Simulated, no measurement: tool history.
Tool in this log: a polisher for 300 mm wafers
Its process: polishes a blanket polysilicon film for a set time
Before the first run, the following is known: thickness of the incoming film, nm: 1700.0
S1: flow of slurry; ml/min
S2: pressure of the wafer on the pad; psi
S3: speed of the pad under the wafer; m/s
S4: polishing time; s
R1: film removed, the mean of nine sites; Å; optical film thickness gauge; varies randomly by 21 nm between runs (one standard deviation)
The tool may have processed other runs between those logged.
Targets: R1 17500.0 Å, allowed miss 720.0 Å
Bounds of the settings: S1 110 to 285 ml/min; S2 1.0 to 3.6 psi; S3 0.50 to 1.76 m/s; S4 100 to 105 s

run 1 day=0.000 | S1=180 S2=2.3 S3=1.12 S4=100 | R1=7993.9
run 2 day=0.121 | S1=180 S2=2.6 S3=1.12 S4=100 | R1=8979.7
run 3 day=0.375 | S1=180 S2=2.8 S3=1.16 S4=100 | R1=10132.0
run 4 day=0.400 | S1=180 S2=2.9 S3=1.20 S4=100 | R1=10806.0
run 5 day=0.650 | S1=180 S2=3.0 S3=1.24 S4=100 | R1=11618.0
run 6 day=0.842 | S1=180 S2=3.0 S3=1.38 S4=100 | R1=12692.0
run 7 day=0.871 | S1=180 S2=3.1 S3=1.40 S4=100 | R1=13524.0
run 8 day=0.925 | S1=180 S2=3.2 S3=1.42 S4=100 | R1=14155.0
-- day=1.117 worn pad replaced by a new one
run 9 day=1.117 | S1=180 S2=3.2 S3=1.42 S4=100 | R1=15427.0
run 10 day=1.183 | S1=185 S2=3.3 S3=1.42 S4=100 | R1=15828.0

Which single option among these 4 for the next run brings every result within its allowed miss of target? Just one does.
run A day=1.250 | S1=205 S2=3.2 S3=1.44 S4=100 | R1=?
run B day=1.250 | S1=150 S2=3.0 S3=1.60 S4=103 | R1=?
run C day=1.250 | S1=240 S2=3.1 S3=1.38 S4=102 | R1=?
run D day=1.250 | S1=190 S2=3.5 S3=1.44 S4=102 | R1=?

move=A R1=15890.0
move=B R1=16516.0
move=C R1=15304.0
move=D R1=17540.0
A: no nearer and no further than the last run
B: gains on the last run, yet a result remains outside its allowed miss
C: the biggest miss grows against the last run
D: hits every target within its allowed miss
D meets every target.

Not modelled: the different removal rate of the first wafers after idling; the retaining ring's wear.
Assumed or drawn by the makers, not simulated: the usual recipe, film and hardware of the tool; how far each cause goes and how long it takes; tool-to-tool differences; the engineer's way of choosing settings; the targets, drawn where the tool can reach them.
